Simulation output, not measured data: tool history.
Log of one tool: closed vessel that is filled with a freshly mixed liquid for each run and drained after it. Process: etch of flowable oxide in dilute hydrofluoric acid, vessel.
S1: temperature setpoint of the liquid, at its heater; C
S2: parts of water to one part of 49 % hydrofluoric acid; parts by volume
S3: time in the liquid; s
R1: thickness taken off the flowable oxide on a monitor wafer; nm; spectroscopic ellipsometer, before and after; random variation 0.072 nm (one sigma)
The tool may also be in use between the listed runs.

Run 1, hour 0: S1 22 C, S2 220 parts by volume, S3 65 s. Result: R1 4.9033 nm.
Run 2, hour 3.1: S1 22 C, S2 220 parts by volume, S3 65 s. Result: R1 4.9426 nm.
Run 3, hour 8.3: S1 20.5 C, S2 220 parts by volume, S3 65 s. Result: R1 4.7048 nm.
Run 4, hour 9.1: S1 20.5 C, S2 220 parts by volume, S3 65 s. Result: R1 4.685 nm.
Run 5, hour 12.1: S1 22 C, S2 210 parts by volume, S3 65 s. Result: R1 5.2354 nm.
Run 6, hour 19.3: S1 23 C, S2 200 parts by volume, S3 65 s. Result: R1 5.7822 nm.
Run 7, hour 28.1: S1 24 C, S2 190 parts by volume, S3 65 s. Result: R1 6.3365 nm.
Run 8, hour 28.8: S1 25 C, S2 185 parts by volume, S3 65 s. Result: R1 6.9115 nm.
Run 9, hour 32.1: S1 26 C, S2 180 parts by volume, S3 65 s. Result: R1 7.2872 nm.

The next listed run, before its measurement:
Run 10, hour 39.3: S1 26.5 C, S2 175 parts by volume, S3 65 s. Result: R1 ?.

R1: 7.713 nm
